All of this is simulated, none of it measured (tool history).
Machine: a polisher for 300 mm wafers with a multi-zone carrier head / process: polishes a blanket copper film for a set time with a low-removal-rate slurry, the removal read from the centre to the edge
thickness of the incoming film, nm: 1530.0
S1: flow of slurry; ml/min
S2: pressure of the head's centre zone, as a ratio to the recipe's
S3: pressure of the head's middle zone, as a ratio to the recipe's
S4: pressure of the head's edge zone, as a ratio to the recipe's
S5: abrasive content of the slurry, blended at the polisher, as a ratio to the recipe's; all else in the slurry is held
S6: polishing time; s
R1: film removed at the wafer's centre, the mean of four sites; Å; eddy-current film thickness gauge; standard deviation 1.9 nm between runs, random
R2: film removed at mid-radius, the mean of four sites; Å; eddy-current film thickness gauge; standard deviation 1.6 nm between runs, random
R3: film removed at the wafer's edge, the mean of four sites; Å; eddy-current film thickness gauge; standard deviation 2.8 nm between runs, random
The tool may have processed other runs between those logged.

run 1 hour=0.0 | S1=305 S2=1.00 S3=1.00 S4=1.00 S5=1.00 S6=63 | R1=2124.1 R2=2061.1 R3=2109.1
run 2 hour=6.8 | S1=315 S2=1.01 S3=1.03 S4=1.03 S5=1.05 S6=63 | R1=2149.0 R2=2115.7 R3=2162.6
run 3 hour=13.8 | S1=320 S2=1.02 S3=1.05 S4=1.04 S5=1.10 S6=63 | R1=2176.8 R2=2192.9 R3=2168.8
run 4 hour=16.7 | S1=350 S2=1.02 S3=1.05 S4=1.04 S5=1.10 S6=63 | R1=2188.0 R2=2218.2 R3=2217.3
run 5 hour=21.4 | S1=350 S2=1.02 S3=1.05 S4=1.11 S5=1.10 S6=63 | R1=2175.9 R2=2187.4 R3=2256.9
run 6 hour=24.6 | S1=350 S2=1.02 S3=1.09 S4=1.11 S5=1.10 S6=63 | R1=2241.5 R2=2216.6 R3=2249.2
run 7 hour=27.1 | S1=360 S2=1.02 S3=1.10 S4=1.11 S5=1.15 S6=63 | R1=2223.7 R2=2244.5 R3=2222.2
run 8 hour=34.0 | S1=345 S2=1.01 S3=1.15 S4=1.17 S5=1.40 S6=66 | R1=2384.1 R2=2508.8 R3=2450.6
-- hour=37.6 worn pad replaced by a new one
run 9 hour=37.6 | S1=335 S2=1.00 S3=1.15 S4=1.16 S5=1.35 S6=66 | R1=2459.4 R2=2634.1 R3=2588.2

Run 10 comes next. What will it give?
run 10 hour=46.4 | S1=350 S2=1.00 S3=1.15 S4=1.15 S5=1.35 S6=66 | R1=? R2=? R3=?

Run 10 measured R1 2487.7 Å, R2 2633.9 Å, R3 2618.5 Å.
